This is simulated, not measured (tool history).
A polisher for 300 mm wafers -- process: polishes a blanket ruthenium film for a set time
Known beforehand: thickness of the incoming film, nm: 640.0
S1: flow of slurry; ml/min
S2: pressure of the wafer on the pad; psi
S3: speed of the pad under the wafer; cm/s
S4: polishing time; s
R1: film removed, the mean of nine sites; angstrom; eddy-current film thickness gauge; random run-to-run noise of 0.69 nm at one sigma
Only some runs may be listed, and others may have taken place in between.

run  hour   S1   S2   S3   S4       R1
  1   0.0  200  1.8   82  107   990.68
  2   8.4  195  1.7   82  107   924.31
  3   8.9  185  1.7   82  107   924.67
  4  10.3  180  1.7   82  107   916.65
  5  17.5  180  1.7   90  107   986.49
  6  20.5  180  1.7  102  107  1104.30
  7  21.1  170  1.6  102  107  1034.40
  8  24.7  165  1.5  102  107   969.25
  9  29.4  160  1.5  102  107   962.84
 10  33.4  155  1.5  102  107   965.04
 11  38.7  150  1.3  102  107   832.86
 12  42.1  155  1.3  102  107   830.13
 13  45.2  160  1.3  102  107   839.64
 14  51.3  165  1.3  102  107   843.42

The next listed run, before its measurement:
 15  56.1  170  1.3  102  107   ?

Run 15 came out at R1 855.38 angstrom.
